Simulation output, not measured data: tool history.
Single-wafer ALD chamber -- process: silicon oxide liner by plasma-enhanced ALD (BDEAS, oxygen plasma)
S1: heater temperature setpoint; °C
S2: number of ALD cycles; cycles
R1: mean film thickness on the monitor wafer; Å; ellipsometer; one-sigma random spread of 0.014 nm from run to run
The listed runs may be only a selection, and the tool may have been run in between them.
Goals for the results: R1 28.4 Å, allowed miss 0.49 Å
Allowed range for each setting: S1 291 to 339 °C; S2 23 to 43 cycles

run 1 day=0 | S1=315 S2=33 | R1=31.489
run 2 day=0.242 | S1=316 S2=31 | R1=29.378
run 3 day=0.475 | S1=316 S2=28 | R1=26.597
run 4 day=0.662 | S1=316 S2=26 | R1=24.754
run 5 day=0.812 | S1=316 S2=27 | R1=25.458
run 6 day=0.871 | S1=308 S2=27 | R1=25.782
run 7 day=0.942 | S1=308 S2=29 | R1=28.046
run 8 day=1.117 | S1=308 S2=29 | R1=27.637

Which of these 4 next moves meets every target?
run A day=1.292 | S1=316 S2=30 | R1=?
run B day=1.292 | S1=302 S2=28 | R1=?
run C day=1.292 | S1=307 S2=27 | R1=?
run D day=1.292 | S1=303 S2=28 | R1=?

move=A R1=28.375
move=B R1=27.088
move=C R1=25.912
move=D R1=27.045
A: meets every target
B: moves away from the targets compared with the last run
C: moves away from the targets compared with the last run
D: moves away from the targets compared with the last run
A is the move that brings every result within its allowed miss.
